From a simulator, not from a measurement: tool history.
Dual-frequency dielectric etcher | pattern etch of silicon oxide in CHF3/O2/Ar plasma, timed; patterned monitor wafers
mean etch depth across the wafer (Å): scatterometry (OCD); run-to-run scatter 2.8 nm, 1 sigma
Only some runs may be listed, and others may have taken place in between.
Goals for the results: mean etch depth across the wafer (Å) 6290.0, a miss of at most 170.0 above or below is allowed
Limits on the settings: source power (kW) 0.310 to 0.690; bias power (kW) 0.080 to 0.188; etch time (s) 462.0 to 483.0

| run | hour | source power (kW) | bias power (kW) | etch time (s) | mean etch depth across the wafer (Å) |
|---|---|---|---|---|---|
| 1 | 0.0 | 0.500 | 0.134 | 462.0 | 7381.9 |
| 2 | 3.1 | 0.500 | 0.124 | 462.0 | 7276.2 |
| 3 | 6.3 | 0.500 | 0.124 | 462.0 | 7240.8 |
| 4 | 12.8 | 0.480 | 0.121 | 462.0 | 7143.7 |
| 5 | 13.4 | 0.410 | 0.121 | 462.0 | 6707.6 |
| 6 | 15.9 | 0.400 | 0.120 | 462.0 | 6595.4 |
| 7 | 17.2 | 0.390 | 0.119 | 462.0 | 6579.8 |
| 8 | 18.3 | 0.380 | 0.118 | 462.0 | 6448.3 |

Below are 4 possible settings for the next run. Only one of them brings all results inside the allowed miss of their targets. Which is it?
| A | 19.4 | 0.380 | 0.110 | 481.0 | ? |
| B | 19.4 | 0.380 | 0.122 | 469.0 | ? |
| C | 19.4 | 0.340 | 0.127 | 480.5 | ? |
| D | 19.4 | 0.320 | 0.116 | 478.5 | ? |

| move | mean etch depth across the wafer (Å) |
|---|---|
| A | 6684.1 |
| B | 6649.9 |
| C | 6585.8 |
| D | 6294.3 |
A: the biggest miss grows against the last run
B: the biggest miss grows against the last run
C: the biggest miss grows against the last run
D: meets every target
Answer: D

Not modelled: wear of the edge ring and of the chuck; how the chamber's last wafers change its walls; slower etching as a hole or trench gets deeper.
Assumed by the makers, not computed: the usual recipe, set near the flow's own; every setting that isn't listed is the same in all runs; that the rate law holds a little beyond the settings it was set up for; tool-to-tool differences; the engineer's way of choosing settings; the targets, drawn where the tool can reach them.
